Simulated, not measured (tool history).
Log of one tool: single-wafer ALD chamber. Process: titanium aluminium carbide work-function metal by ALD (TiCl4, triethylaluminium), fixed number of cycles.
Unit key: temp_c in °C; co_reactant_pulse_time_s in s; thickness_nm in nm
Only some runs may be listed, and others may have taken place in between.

| run | day | temp_c | co_reactant_pulse_time_s | thickness_nm |
|---|---|---|---|---|
| 1 | 0.000 | 315 | 11.29 | 2.1496 |
| 2 | 0.288 | 315 | 13.50 | 2.1630 |
| 3 | 0.488 | 315 | 14.59 | 2.1669 |
| 4 | 0.750 | 315 | 12.27 | 2.1496 |
| 5 | 0.783 | 310 | 10.57 | 2.0722 |
| 6 | 1.058 | 310 | 12.07 | 2.1112 |
| 7 | 1.133 | 306 | 10.41 | 2.0476 |
| 8 | 1.229 | 303 | 9.10 | 1.9839 |
| 9 | 1.412 | 301 | 8.06 | 1.9205 |
| 10 | 1.558 | 291 | 4.45 | 1.4450 |
| 11 | 1.825 | 294 | 4.56 | 1.4958 |
| 12 | 2.096 | 297 | 4.70 | 1.5393 |
| 13 | 2.333 | 300 | 4.85 | 1.5838 |
| 14 | 2.704 | 302 | 4.97 | 1.6184 |

Run 15 is up next; what results do you expect?
| 15 | 2.829 | 304 | 5.06 | ? |

Run 15 gave thickness_nm 1.6474 nm.
